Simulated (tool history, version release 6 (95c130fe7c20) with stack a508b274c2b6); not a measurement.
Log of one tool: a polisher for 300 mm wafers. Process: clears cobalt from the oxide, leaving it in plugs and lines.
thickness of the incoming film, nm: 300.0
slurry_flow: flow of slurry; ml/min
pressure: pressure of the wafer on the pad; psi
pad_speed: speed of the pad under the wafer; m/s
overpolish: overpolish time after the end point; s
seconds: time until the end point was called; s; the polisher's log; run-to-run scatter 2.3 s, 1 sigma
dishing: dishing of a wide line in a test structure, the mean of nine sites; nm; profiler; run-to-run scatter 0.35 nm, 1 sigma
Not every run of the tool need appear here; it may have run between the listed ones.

{"run": 1, "hour": 0.0, "slurry_flow": 200, "pressure": 2.1, "pad_speed": 0.9, "overpolish": 13, "seconds": 63.173, "dishing": 41.37}
{"run": 2, "hour": 6.8, "slurry_flow": 200, "pressure": 2.1, "pad_speed": 1.1, "overpolish": 13, "seconds": 52.271, "dishing": 45.124}
{"run": 3, "hour": 8.2, "slurry_flow": 200, "pressure": 2.1, "pad_speed": 1.1, "overpolish": 18, "seconds": 50.843, "dishing": 54.141}
{"run": 4, "hour": 16.5, "slurry_flow": 235, "pressure": 2.1, "pad_speed": 1.1, "overpolish": 18, "seconds": 50.027, "dishing": 55.078}
{"run": 5, "hour": 21.7, "slurry_flow": 235, "pressure": 2.0, "pad_speed": 1.02, "overpolish": 17, "seconds": 57.641, "dishing": 50.334}
{"run": 6, "hour": 27.6, "slurry_flow": 235, "pressure": 2.0, "pad_speed": 1.02, "overpolish": 21, "seconds": 55.911, "dishing": 57.342}
{"run": 7, "hour": 34.3, "slurry_flow": 235, "pressure": 1.9, "pad_speed": 0.96, "overpolish": 20, "seconds": 62.356, "dishing": 50.686}
{"run": 8, "hour": 42.6, "slurry_flow": 235, "pressure": 1.8, "pad_speed": 0.9, "overpolish": 20, "seconds": 69.951, "dishing": 50.52}
{"run": 9, "hour": 47.4, "slurry_flow": 235, "pressure": 1.7, "pad_speed": 0.84, "overpolish": 19, "seconds": 82.331, "dishing": 44.479}
{"run": 10, "hour": 49.8, "slurry_flow": 235, "pressure": 1.6, "pad_speed": 0.82, "overpolish": 18, "seconds": 85.863, "dishing": 41.595}

What will run 11 give?
{"run": 11, "hour": 55.5, "slurry_flow": 235, "pressure": 1.5, "pad_speed": 0.78, "overpolish": 17, "seconds": "?", "dishing": "?"}

seconds: 94.659 s
dishing: 38.206 nm

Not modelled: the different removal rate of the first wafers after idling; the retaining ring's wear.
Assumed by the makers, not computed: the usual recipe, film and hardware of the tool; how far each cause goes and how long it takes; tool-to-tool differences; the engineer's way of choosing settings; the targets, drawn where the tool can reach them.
